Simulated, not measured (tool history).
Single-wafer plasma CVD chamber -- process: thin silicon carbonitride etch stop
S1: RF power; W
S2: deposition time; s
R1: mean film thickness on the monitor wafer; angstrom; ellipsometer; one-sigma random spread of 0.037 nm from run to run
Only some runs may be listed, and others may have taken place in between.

run 1 hour=0.0 | S1=230 S2=17.8 | R1=107.82
run 2 hour=7.7 | S1=220 S2=17.6 | R1=105.39
run 3 hour=14.0 | S1=215 S2=17.5 | R1=104.28
run 4 hour=21.1 | S1=200 S2=17.5 | R1=102.36
run 5 hour=29.9 | S1=195 S2=17.4 | R1=102.35
run 6 hour=32.3 | S1=215 S2=17.4 | R1=103.48
run 7 hour=38.2 | S1=210 S2=17.3 | R1=102.42

Run 8 comes next. What will it give?
run 8 hour=39.5 | S1=205 S2=17.2 | R1=?

R1: 102.08 angstrom
